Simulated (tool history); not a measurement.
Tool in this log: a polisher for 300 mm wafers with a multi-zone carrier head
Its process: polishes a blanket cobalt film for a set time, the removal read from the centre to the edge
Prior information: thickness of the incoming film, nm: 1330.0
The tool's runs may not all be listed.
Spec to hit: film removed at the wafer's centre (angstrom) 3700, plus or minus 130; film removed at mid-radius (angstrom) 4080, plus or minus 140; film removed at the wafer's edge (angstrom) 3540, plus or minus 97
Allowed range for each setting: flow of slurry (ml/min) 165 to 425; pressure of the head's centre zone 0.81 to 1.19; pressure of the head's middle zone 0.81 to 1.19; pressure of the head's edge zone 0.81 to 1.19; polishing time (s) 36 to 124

run  hour  flow of slurry (ml/min)  pressure of the head's centre zone  pressure of the head's middle zone  pressure of the head's edge zone  polishing time (s)  film removed at the wafer's centre (angstrom)  film removed at mid-radius (angstrom)  film removed at the wafer's edge (angstrom)
  1     0                      275                                   1                                   1                                 1                  79                                         5168.2                                 5387.8                                       5033.1
  2   5.1                      275                                0.98                                   1                              0.95                  72                                         4618.9                                 4925.3                                       4509.9
  3   9.2                      270                                0.97                                   1                              0.91                  67                                         4259.8                                 4519.1                                       4170.7
  4  17.5                      270                                0.97                                1.02                              0.88                  63                                         4055.5                                 4363.6                                       3803.2
  5  20.8                      270                                0.97                                1.02                              0.88                  82                                           5208                                   5552                                       4958.6
  6  25.6                      270                                0.97                                1.02                              0.88                  98                                         6323.6                                 6660.2                                       6011.8
  7  31.5                      270                                0.96                                1.02                              0.86                  84                                         5266.6                                 5771.5                                         5102
  8  38.4                      260                                0.96                                1.02                              0.85                  75                                           4808                                 5145.8                                         4402
  9  42.4                      250                                0.93                                   1                              0.84                  70                                         4179.7                                 4695.3                                       4164.2
 10    50                      245                                0.93                                   1                              0.83                  66                                         3984.1                                 4388.2                                       3850.5
 11  54.6                      230                                0.93                                   1                              0.82                  65                                         3951.8                                 4356.5                                       3730.7
 12  57.4                      215                                0.92                                0.99                              0.82                  64                                           3779                                 4236.3                                       3652.6
 13  63.6                      205                                0.92                                0.98                              0.82                  64                                         3715.4                                 4110.8                                       3679.2
 14  68.2                      200                                0.92                                0.99                              0.82                  64                                         3762.9                                 4119.5                                       3635.5
 15  74.1                      195                                0.92                                0.99                              0.82                  64                                         3733.5                                 4195.2                                       3651.3

Exercise: of the 5 proposed moves below, exactly one satisfies all targets within the stated allowed misses. Which move is it?
  A    80                      305                                0.93                                0.99                              0.81                  60                                              ?                                      ?                                            ?
  B    80                      200                                0.89                                1.07                              0.81                  63                                              ?                                      ?                                            ?
  C    80                      165                                1.04                                1.03                              0.81                  62                                              ?                                      ?                                            ?
  D    80                      165                                0.91                                0.97                              0.81                  69                                              ?                                      ?                                            ?
  E    80                      185                                 0.9                                0.96                              0.82                  68                                              ?                                      ?                                            ?

move  film removed at the wafer's centre (angstrom)  film removed at mid-radius (angstrom)  film removed at the wafer's edge (angstrom)
   A                                         3712.7                                 4076.3                                       3536.3
   B                                         3569.4                                 4394.1                                       3599.6
   C                                         4010.2                                 4093.6                                       3488.2
   D                                         3899.4                                 4333.7                                       3885.2
   E                                         3856.4                                   4290                                       3887.3
A: every result lands within tolerance
B: brings the result that was furthest off to its target, and leaves another outside
C: brings the result that was furthest off to its target, and leaves another outside
D: its largest miss is bigger than the last run's
E: its largest miss is bigger than the last run's
Correct choice: A, which meets every target

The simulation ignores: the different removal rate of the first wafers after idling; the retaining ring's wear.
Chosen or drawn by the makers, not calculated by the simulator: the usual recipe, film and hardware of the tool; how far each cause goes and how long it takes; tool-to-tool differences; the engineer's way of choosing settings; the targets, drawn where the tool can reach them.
